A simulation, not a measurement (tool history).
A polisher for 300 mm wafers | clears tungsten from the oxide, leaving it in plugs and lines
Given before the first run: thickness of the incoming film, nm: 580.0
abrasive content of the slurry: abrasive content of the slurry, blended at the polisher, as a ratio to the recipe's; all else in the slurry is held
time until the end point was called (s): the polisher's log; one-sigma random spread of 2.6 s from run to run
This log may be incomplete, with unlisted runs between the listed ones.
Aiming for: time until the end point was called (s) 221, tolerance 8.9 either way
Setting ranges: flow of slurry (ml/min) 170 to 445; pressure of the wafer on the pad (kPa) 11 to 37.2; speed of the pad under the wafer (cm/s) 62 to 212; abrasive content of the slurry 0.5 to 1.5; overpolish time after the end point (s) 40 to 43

run	day	flow of slurry (ml/min)	pressure of the wafer on the pad (kPa)	speed of the pad under the wafer (cm/s)	abrasive content of the slurry	overpolish time after the end point (s)	time until the end point was called (s)
1	0	285	24.1	136	1	40	121.52
2	0.121	285	20	134	1	40	148.99
3	0.358	285	17.2	134	1	40	176.53
4	0.662	285	15.9	134	1	40	183.84
5	0.867	285	14.5	134	1	40	203.99
6	0.954	285	14.5	134	1.15	40	188
7	1.079	285	14.5	134	1.15	40	194.14
8	1.438	285	13.8	134	1.15	40	203.95

Pick the move, out of 4, that brings all results within their allowed miss; only one does.
A	1.796	275	15.2	132	1.4	40	?
B	1.796	325	13.1	138	1.25	40	?
C	1.796	250	13.1	124	1.3	40	?
D	1.796	225	17.2	116	1.1	43	?

move	time until the end point was called (s)
A	177.44
B	199.15
C	224.16
D	196.8
A: the biggest miss grows against the last run
B: the biggest miss grows against the last run
C: each result inside its tolerance
D: the biggest miss grows against the last run
Correct choice: C, which meets every target
